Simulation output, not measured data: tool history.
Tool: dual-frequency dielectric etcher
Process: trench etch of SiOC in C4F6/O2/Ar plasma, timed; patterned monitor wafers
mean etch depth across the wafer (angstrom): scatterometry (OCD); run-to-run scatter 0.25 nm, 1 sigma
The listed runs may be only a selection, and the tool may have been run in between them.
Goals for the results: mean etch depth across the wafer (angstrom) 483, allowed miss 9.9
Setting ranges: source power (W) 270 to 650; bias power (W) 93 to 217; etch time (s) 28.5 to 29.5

run	day	source power (W)	bias power (W)	etch time (s)	mean etch depth across the wafer (angstrom)
1	0	460	155	28.5	546.38
2	0.183	460	155	28.5	537.5
3	0.258	440	154	28.5	532.81
4	0.583	420	153	28.5	519.19
5	0.788	410	152	28.5	509.27
6	1.021	410	137	28.5	499.18
# day 1.183: bias power generator calibrated
7	1.183	400	137	28.5	497.01
8	1.554	360	134	28.5	469.7

5 next moves are on the table. One of them brings every result within its allowed miss. Which?
A	1.925	360	147	28.5	?
B	1.925	360	167	29	?
C	1.925	360	109	29	?
D	1.925	330	142	29	?
E	1.925	350	123	29	?

move	mean etch depth across the wafer (angstrom)
A	476.87
B	500.88
C	453.19
D	459.73
E	458.58
A: meets every target
B: the result that was furthest off in the last run now lies on the other side of its target
C: further off than the last run
D: further off than the last run
E: further off than the last run
Move A is the one to make.

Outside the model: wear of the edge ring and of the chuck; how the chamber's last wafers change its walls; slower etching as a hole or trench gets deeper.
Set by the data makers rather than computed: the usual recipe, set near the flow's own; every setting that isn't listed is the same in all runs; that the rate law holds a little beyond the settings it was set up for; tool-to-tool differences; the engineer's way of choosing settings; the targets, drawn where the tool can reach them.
